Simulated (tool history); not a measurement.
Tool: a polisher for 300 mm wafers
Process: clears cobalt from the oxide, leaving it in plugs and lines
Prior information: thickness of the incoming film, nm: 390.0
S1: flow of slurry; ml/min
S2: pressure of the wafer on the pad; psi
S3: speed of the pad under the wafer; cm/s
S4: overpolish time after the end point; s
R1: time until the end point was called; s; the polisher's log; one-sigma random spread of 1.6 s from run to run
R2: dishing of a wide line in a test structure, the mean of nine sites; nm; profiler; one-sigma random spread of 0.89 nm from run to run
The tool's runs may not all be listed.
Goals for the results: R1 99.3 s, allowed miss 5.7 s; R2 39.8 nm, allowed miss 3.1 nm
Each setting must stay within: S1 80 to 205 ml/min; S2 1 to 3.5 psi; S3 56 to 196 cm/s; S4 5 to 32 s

{"run": 1, "hour": 0.0, "S1": 135, "S2": 2.2, "S3": 126, "S4": 16, "R1": 58.308, "R2": 57.34}
{"run": 2, "hour": 3.8, "S1": 135, "S2": 2, "S3": 124, "S4": 15, "R1": 61.519, "R2": 52.597}
{"run": 3, "hour": 8.5, "S1": 135, "S2": 1.8, "S3": 120, "S4": 15, "R1": 69.59, "R2": 53.352}
{"run": 4, "hour": 9.6, "S1": 150, "S2": 1.8, "S3": 120, "S4": 15, "R1": 68.847, "R2": 54.924}
{"run": 5, "hour": 12.9, "S1": 150, "S2": 1.8, "S3": 120, "S4": 19, "R1": 69.886, "R2": 57.712}
{"run": 6, "hour": 17.0, "S1": 150, "S2": 2.3, "S3": 120, "S4": 19, "R1": 56.276, "R2": 63.768}
{"run": 7, "hour": 21.4, "S1": 145, "S2": 2.1, "S3": 118, "S4": 17, "R1": 62.541, "R2": 58.809}
{"run": 8, "hour": 22.0, "S1": 140, "S2": 1.9, "S3": 118, "S4": 16, "R1": 68.793, "R2": 54.647}
{"run": 9, "hour": 26.1, "S1": 135, "S2": 1.8, "S3": 118, "S4": 15, "R1": 72.298, "R2": 51.12}
{"run": 10, "hour": 32.9, "S1": 130, "S2": 1.7, "S3": 118, "S4": 14, "R1": 76.172, "R2": 49.53}
{"run": 11, "hour": 40.6, "S1": 125, "S2": 1.6, "S3": 118, "S4": 13, "R1": 81.236, "R2": 44.924}
{"run": 12, "hour": 41.2, "S1": 120, "S2": 1.5, "S3": 118, "S4": 13, "R1": 85.186, "R2": 42.889}
{"run": 13, "hour": 45.4, "S1": 115, "S2": 1.5, "S3": 118, "S4": 13, "R1": 85.077, "R2": 42.941}
{"run": 14, "hour": 51.4, "S1": 115, "S2": 1.1, "S3": 116, "S4": 12, "R1": 114.29, "R2": 34.428}

Exactly one of the 5 candidate moves below puts every result within its allowed miss. Which one?
{"run": "A", "hour": 57.4, "S1": 120, "S2": 1, "S3": 142, "S4": 13, "R1": "?", "R2": "?"}
{"run": "B", "hour": 57.4, "S1": 80, "S2": 1.2, "S3": 94, "S4": 12, "R1": "?", "R2": "?"}
{"run": "C", "hour": 57.4, "S1": 150, "S2": 1.4, "S3": 72, "S4": 19, "R1": "?", "R2": "?"}
{"run": "D", "hour": 57.4, "S1": 125, "S2": 1.9, "S3": 66, "S4": 20, "R1": "?", "R2": "?"}
{"run": "E", "hour": 57.4, "S1": 130, "S2": 1, "S3": 92, "S4": 15, "R1": "?", "R2": "?"}

move=A R1=99.179 R2=40.248
move=B R1=144.41 R2=29.045
move=C R1=138.08 R2=41.669
move=D R1=121.41 R2=46.498
move=E R1=146.06 R2=34.081
A: every result within its allowed miss
B: lands further from the targets than the last run did
C: lands further from the targets than the last run did
D: lands further from the targets than the last run did
E: lands further from the targets than the last run did
A meets every target.
